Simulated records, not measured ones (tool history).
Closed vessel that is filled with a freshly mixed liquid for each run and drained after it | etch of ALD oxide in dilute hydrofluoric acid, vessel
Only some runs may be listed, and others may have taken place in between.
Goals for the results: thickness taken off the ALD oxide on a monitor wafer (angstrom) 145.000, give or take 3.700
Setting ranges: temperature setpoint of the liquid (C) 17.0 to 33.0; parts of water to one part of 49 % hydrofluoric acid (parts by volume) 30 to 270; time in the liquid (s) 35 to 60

| run | hour | temperature setpoint of the liquid (C) | parts of water to one part of 49 % hydrofluoric acid (parts by volume) | time in the liquid (s) | thickness taken off the ALD oxide on a monitor wafer (angstrom) |
|---|---|---|---|---|---|
| 1 | 0.0 | 25.0 | 150 | 60 | 94.779 |
| 2 | 8.7 | 27.0 | 150 | 60 | 102.630 |
| 3 | 15.2 | 27.0 | 180 | 60 | 81.717 |
| 4 | 22.1 | 28.0 | 170 | 60 | 91.310 |
| 5 | 31.2 | 29.0 | 165 | 60 | 98.685 |
| 6 | 37.7 | 29.5 | 160 | 60 | 104.410 |
| 7 | 42.5 | 30.0 | 155 | 60 | 108.410 |
| 8 | 48.0 | 30.0 | 155 | 60 | 108.010 |
| 9 | 49.0 | 30.5 | 150 | 60 | 114.720 |

Pick the move, out of 5, that brings all results within their allowed miss; only one does.
| A | 50.0 | 30.5 | 125 | 60 | ? |
| B | 50.0 | 28.5 | 125 | 60 | ? |
| C | 50.0 | 30.0 | 115 | 60 | ? |
| D | 50.0 | 30.0 | 140 | 45 | ? |
| E | 50.0 | 29.0 | 115 | 60 | ? |

| move | thickness taken off the ALD oxide on a monitor wafer (angstrom) |
|---|---|
| A | 143.750 |
| B | 133.530 |
| C | 155.530 |
| D | 92.628 |
| E | 149.850 |
A: hits every target within its allowed miss
B: nearer the targets than the last run, but a result is still out of spec
C: takes the result that was furthest off past its target
D: further off than the last run
E: takes the result that was furthest off past its target
A meets every target.
